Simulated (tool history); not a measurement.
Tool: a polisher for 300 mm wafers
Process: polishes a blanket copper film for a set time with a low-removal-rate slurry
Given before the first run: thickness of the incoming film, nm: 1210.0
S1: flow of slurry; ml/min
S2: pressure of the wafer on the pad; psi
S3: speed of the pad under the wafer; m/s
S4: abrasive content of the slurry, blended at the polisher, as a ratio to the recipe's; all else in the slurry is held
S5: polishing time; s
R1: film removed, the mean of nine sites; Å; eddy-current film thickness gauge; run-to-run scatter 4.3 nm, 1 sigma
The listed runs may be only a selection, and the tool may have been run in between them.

run  hour   S1   S2    S3    S4  S5      R1
  1   0.0  155  2.5  0.90  1.00  84  2100.4
  2   0.5  155  2.9  0.90  1.00  84  2377.1
  3   1.2  130  2.9  0.90  1.00  84  2347.4
  4   5.5  130  2.9  0.90  1.15  84  2349.1
  5  12.9  130  3.1  0.90  1.15  84  2555.2
  6  18.2  130  3.1  0.68  1.15  84  2124.4

Run 7 has not been measured yet. What should we expect?
  7  20.2  135  3.3  0.72  1.15  84   ?

R1: 2363.5 Å
